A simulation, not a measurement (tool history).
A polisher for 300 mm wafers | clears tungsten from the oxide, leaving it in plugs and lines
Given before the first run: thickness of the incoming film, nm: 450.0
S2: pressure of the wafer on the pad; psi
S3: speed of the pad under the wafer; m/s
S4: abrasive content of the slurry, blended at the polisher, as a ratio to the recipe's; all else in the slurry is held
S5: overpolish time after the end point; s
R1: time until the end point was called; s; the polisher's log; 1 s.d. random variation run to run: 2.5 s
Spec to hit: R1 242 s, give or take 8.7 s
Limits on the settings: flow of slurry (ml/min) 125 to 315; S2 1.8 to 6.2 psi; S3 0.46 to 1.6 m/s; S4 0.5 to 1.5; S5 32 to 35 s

run 1 hour=0 | flow_of_slurry_(ml/min)=205 S2=4 S3=1.02 S4=1 S5=32 | R1=98.294
run 2 hour=1.1 | flow_of_slurry_(ml/min)=205 S2=4 S3=1.02 S4=0.9 S5=32 | R1=103.77
run 3 hour=2.2 | flow_of_slurry_(ml/min)=205 S2=4 S3=1.02 S4=0.75 S5=32 | R1=109.59
run 4 hour=3.2 | flow_of_slurry_(ml/min)=205 S2=3.3 S3=0.94 S4=0.75 S5=32 | R1=142.35
run 5 hour=4 | flow_of_slurry_(ml/min)=205 S2=3.3 S3=0.94 S4=0.65 S5=32 | R1=151.51
run 6 hour=10.8 | flow_of_slurry_(ml/min)=205 S2=2.8 S3=0.92 S4=0.65 S5=32 | R1=182.5
run 7 hour=15.1 | flow_of_slurry_(ml/min)=200 S2=1.8 S3=0.92 S4=0.65 S5=32 | R1=283.32
run 8 hour=18.3 | flow_of_slurry_(ml/min)=240 S2=2.2 S3=0.92 S4=0.65 S5=32 | R1=226.59
run 9 hour=19.7 | flow_of_slurry_(ml/min)=235 S2=2.2 S3=0.92 S4=0.65 S5=32 | R1=226.57
run 10 hour=26.9 | flow_of_slurry_(ml/min)=225 S2=2.2 S3=0.92 S4=0.65 S5=32 | R1=228.1
run 11 hour=32.4 | flow_of_slurry_(ml/min)=220 S2=2.2 S3=0.92 S4=0.65 S5=32 | R1=226.16
run 12 hour=36.7 | flow_of_slurry_(ml/min)=220 S2=1.9 S3=0.92 S4=0.65 S5=32 | R1=260.2
run 13 hour=42.5 | flow_of_slurry_(ml/min)=230 S2=1.9 S3=0.92 S4=0.65 S5=32 | R1=265.08

Exercise: of the 5 proposed moves below, exactly one satisfies all targets within the stated allowed misses. Which move is it?
run A hour=48.3 | flow_of_slurry_(ml/min)=240 S2=1.9 S3=0.96 S4=0.6 S5=33 | R1=?
run B hour=48.3 | flow_of_slurry_(ml/min)=215 S2=2.6 S3=0.7 S4=0.5 S5=32 | R1=?
run C hour=48.3 | flow_of_slurry_(ml/min)=185 S2=2.1 S3=1 S4=0.55 S5=35 | R1=?
run D hour=48.3 | flow_of_slurry_(ml/min)=250 S2=1.8 S3=0.94 S4=0.65 S5=32 | R1=?
run E hour=48.3 | flow_of_slurry_(ml/min)=225 S2=1.9 S3=0.92 S4=0.65 S5=32 | R1=?

move=A R1=257.93
move=B R1=273.46
move=C R1=243.9
move=D R1=265.6
move=E R1=260.93
A: an improvement on the last run, though not all results are within tolerance
B: moves away from the targets compared with the last run
C: meets every target
D: no better and no worse than the last run
E: an improvement on the last run, though not all results are within tolerance
Move C is the one to make.
